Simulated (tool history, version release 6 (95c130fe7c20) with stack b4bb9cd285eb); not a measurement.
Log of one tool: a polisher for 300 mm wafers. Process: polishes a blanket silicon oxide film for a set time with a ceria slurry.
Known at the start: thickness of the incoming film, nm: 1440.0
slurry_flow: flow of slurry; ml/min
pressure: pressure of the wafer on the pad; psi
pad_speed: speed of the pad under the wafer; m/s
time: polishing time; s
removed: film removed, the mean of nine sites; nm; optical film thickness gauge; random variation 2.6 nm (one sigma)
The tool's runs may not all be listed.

{"run": 1, "hour": 0.0, "slurry_flow": 310, "pressure": 2.9, "pad_speed": 1.4, "time": 54, "removed": 261.58}
{"run": 2, "hour": 2.8, "slurry_flow": 310, "pressure": 2.6, "pad_speed": 1.38, "time": 54, "removed": 240.64}
{"run": 3, "hour": 7.1, "slurry_flow": 310, "pressure": 2.6, "pad_speed": 1.16, "time": 54, "removed": 211.68}
{"run": 4, "hour": 14.9, "slurry_flow": 310, "pressure": 2.6, "pad_speed": 1.48, "time": 54, "removed": 243.8}
{"run": 5, "hour": 20.9, "slurry_flow": 370, "pressure": 2.6, "pad_speed": 1.48, "time": 54, "removed": 252.59}
{"run": 6, "hour": 23.9, "slurry_flow": 370, "pressure": 2.3, "pad_speed": 1.46, "time": 54, "removed": 222.16}

The next listed run, before its measurement:
{"run": 7, "hour": 32.8, "slurry_flow": 370, "pressure": 2.1, "pad_speed": 1.44, "time": 54, "removed": "?"}

{"run 7": {"removed": 205.56}}
